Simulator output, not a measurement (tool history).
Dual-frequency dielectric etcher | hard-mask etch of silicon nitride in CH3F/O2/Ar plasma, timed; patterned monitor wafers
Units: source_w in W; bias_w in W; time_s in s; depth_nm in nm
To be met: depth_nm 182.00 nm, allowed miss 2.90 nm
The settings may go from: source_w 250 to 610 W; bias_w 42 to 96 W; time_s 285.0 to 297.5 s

run,hour,source_w,bias_w,time_s,depth_nm
1,0.0,430,69,285.0,204.24
2,1.2,430,64,285.0,201.66
3,4.5,430,73,285.0,211.32
4,7.4,410,73,285.0,206.45
5,12.7,390,73,285.0,203.99
6,16.6,350,73,285.0,195.73
7,20.1,340,73,285.0,193.51
8,26.4,330,73,285.0,191.25
9,27.6,320,73,285.0,190.56

5 next moves are on the table. One of them brings every result within its allowed miss. Which?
A,28.8,280,75,285.0,?
B,28.8,330,69,294.0,?
C,28.8,310,73,296.0,?
D,28.8,300,81,295.0,?
E,28.8,350,66,287.5,?

move,depth_nm
A,183.21
B,194.44
C,195.13
D,198.97
E,191.33
A: meets every target
B: further off than the last run
C: further off than the last run
D: further off than the last run
E: further off than the last run
The right move is A.
